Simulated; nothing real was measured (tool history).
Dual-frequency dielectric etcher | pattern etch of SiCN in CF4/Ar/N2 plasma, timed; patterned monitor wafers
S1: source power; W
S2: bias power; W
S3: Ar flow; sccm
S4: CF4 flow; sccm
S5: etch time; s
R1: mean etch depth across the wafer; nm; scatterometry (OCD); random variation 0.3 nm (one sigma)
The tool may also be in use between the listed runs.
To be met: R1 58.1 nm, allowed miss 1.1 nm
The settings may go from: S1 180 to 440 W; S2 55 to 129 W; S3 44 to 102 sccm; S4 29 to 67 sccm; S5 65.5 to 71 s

run 1 hour=0 | S1=310 S2=92 S3=73 S4=48 S5=71 | R1=47.001
run 2 hour=1.2 | S1=310 S2=92 S3=73 S4=48 S5=65.5 | R1=43.576
run 3 hour=6 | S1=320 S2=92 S3=73 S4=48 S5=65.5 | R1=44.564
run 4 hour=12 | S1=350 S2=92 S3=73 S4=48 S5=65.5 | R1=48.022
run 5 hour=14.2 | S1=350 S2=92 S3=80 S4=48 S5=65.5 | R1=47.12
run 6 hour=16.6 | S1=360 S2=92 S3=80 S4=48 S5=65.5 | R1=48.758
run 7 hour=24.5 | S1=370 S2=92 S3=80 S4=48 S5=65.5 | R1=49.308
run 8 hour=28.2 | S1=380 S2=92 S3=80 S4=48 S5=65.5 | R1=50.391

5 next moves are on the table. One of them brings every result within its allowed miss. Which?
run A hour=31.9 | S1=420 S2=82 S3=77 S4=48 S5=68.5 | R1=?
run B hour=31.9 | S1=400 S2=99 S3=82 S4=46 S5=67.5 | R1=?
run C hour=31.9 | S1=420 S2=100 S3=83 S4=55 S5=66.5 | R1=?
run D hour=31.9 | S1=390 S2=96 S3=83 S4=49 S5=70 | R1=?
run E hour=31.9 | S1=420 S2=87 S3=75 S4=54 S5=65.5 | R1=?

move=A R1=55.741
move=B R1=54.87
move=C R1=57.678
move=D R1=55.652
move=E R1=55.232
A: nearer than the last run, and not there yet
B: nearer than the last run, and not there yet
C: meets every target
D: nearer than the last run, and not there yet
E: nearer than the last run, and not there yet
Move C is the one to make.
